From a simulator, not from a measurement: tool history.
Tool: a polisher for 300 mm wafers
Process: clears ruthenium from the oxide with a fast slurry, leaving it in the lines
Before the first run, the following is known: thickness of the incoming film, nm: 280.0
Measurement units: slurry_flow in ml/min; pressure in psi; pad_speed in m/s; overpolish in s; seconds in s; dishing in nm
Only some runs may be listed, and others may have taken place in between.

| run | hour | slurry_flow | pressure | pad_speed | slurry_solids | overpolish | seconds | dishing |
|---|---|---|---|---|---|---|---|---|
| 1 | 0.0 | 265 | 2.1 | 0.96 | 1.0 | 15 | 80.897 | 43.714 |
| 2 | 0.7 | 265 | 2.5 | 0.96 | 1.0 | 15 | 69.623 | 52.184 |
| 3 | 7.7 | 265 | 2.3 | 0.94 | 1.0 | 16 | 76.123 | 49.640 |
| 4 | 15.7 | 330 | 2.3 | 0.94 | 1.0 | 16 | 74.443 | 49.915 |
| 5 | 23.1 | 330 | 2.8 | 0.94 | 1.0 | 16 | 59.637 | 60.926 |
| 6 | 29.5 | 330 | 2.5 | 0.94 | 1.0 | 16 | 67.221 | 54.171 |
| 7 | 32.6 | 325 | 2.3 | 0.94 | 1.0 | 17 | 74.031 | 54.478 |
| 8 | 40.1 | 325 | 2.1 | 0.94 | 1.0 | 18 | 81.848 | 52.399 |
| 9 | 42.8 | 325 | 2.0 | 0.94 | 1.0 | 19 | 84.017 | 54.315 |
| 10 | 48.7 | 325 | 1.9 | 0.94 | 1.0 | 20 | 88.628 | 52.809 |
| 11 | 55.0 | 325 | 1.8 | 0.94 | 1.0 | 21 | 92.894 | 52.617 |
| 12 | 57.2 | 325 | 1.7 | 0.94 | 1.0 | 22 | 97.416 | 52.064 |
| 13 | 60.6 | 325 | 1.6 | 0.94 | 1.0 | 23 | 105.650 | 52.494 |
| 14 | 63.6 | 320 | 1.6 | 0.94 | 1.0 | 23 | 106.870 | 51.747 |
| 15 | 66.9 | 320 | 1.6 | 0.94 | 1.0 | 23 | 107.270 | 51.565 |
| 16 | 73.6 | 320 | 1.6 | 0.94 | 1.0 | 23 | 106.580 | 51.270 |

The next listed run, before its measurement:
| 17 | 75.6 | 310 | 1.6 | 0.94 | 1.0 | 23 | ? | ? |

Run 17 yielded seconds 105.750 s, dishing 50.645 nm.

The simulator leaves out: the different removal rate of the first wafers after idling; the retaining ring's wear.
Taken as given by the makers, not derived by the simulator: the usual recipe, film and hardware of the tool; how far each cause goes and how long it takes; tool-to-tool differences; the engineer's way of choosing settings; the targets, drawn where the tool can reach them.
